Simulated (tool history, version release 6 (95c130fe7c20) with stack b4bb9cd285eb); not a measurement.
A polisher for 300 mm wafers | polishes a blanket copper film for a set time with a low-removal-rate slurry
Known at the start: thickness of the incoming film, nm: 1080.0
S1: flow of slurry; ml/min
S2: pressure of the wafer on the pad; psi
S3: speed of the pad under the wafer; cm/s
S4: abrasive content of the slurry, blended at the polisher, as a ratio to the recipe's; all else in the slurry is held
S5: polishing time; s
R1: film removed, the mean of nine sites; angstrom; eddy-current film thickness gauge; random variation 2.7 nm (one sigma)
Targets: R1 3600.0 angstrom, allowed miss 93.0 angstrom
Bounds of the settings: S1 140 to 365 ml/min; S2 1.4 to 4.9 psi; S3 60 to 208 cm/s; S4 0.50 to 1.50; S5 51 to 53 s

run	day	S1	S2	S3	S4	S5	R1
1	0.000	235	3.1	134	1.00	51	2467.0
2	0.325	235	3.1	134	1.00	53	2533.6
3	0.683	190	3.1	134	1.00	53	2509.0
4	0.712	195	3.4	134	1.00	53	2643.1
5	0.825	220	3.7	134	1.00	53	2862.7
6	1.117	220	3.7	152	1.00	53	3205.9
7	1.333	230	3.8	152	1.00	53	3267.6
8	1.433	235	3.9	152	1.00	53	3340.6
9	1.475	235	4.0	152	1.00	53	3332.0
10	1.850	235	4.0	152	1.00	53	3362.4

Which of these 4 next moves meets every target?
A	2.225	300	4.8	164	0.75	52	?
B	2.225	210	3.7	156	1.05	51	?
C	2.225	250	4.2	172	0.90	53	?
D	2.225	245	4.9	142	0.90	53	?

move	R1
A	3880.0
B	3207.6
C	3899.9
D	3589.9
A: takes the result that was furthest off past its target
B: further off than the last run
C: takes the result that was furthest off past its target
D: meets every target
The right move is D.
